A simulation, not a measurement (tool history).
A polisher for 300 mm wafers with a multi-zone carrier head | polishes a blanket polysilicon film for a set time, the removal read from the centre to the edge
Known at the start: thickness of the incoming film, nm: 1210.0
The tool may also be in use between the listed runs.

run  hour  flow of slurry (ml/min)  pressure of the head's centre zone  pressure of the head's middle zone  pressure of the head's edge zone  polishing time (s)  film removed at the wafer's centre (angstrom)  film removed at mid-radius (angstrom)  film removed at the wafer's edge (angstrom)
  1     0                      240                                   1                                   1                                 1                  36                                         3664.2                                 3710.6                                       3752.4
  2   3.4                      240                                   1                                0.95                                 1                  36                                         3655.2                                   3501                                       3776.5
  3  12.3                      240                                0.92                                0.95                                 1                  36                                         3368.8                                 3523.1                                       3755.9
  4  14.8                      240                                0.92                                0.95                              0.97                  36                                         3420.4                                 3506.7                                         3744
  5  22.2                      235                                0.93                                0.95                              0.95                  35                                         3353.8                                 3427.1                                       3614.6
  6  28.4                      235                                0.93                                0.95                                 1                  35                                         3358.8                                 3452.8                                       3675.8
  7  32.4                      220                                1.01                                0.92                               0.9                  29                                         2949.3                                 2744.1                                       2917.7

The next listed run, before its measurement:
  8  36.5                      225                                1.01                                0.92                               0.9                  29                                              ?                                      ?                                            ?

film removed at the wafer's centre (angstrom): 2995
film removed at mid-radius (angstrom): 2787.7
film removed at the wafer's edge (angstrom): 2901.1
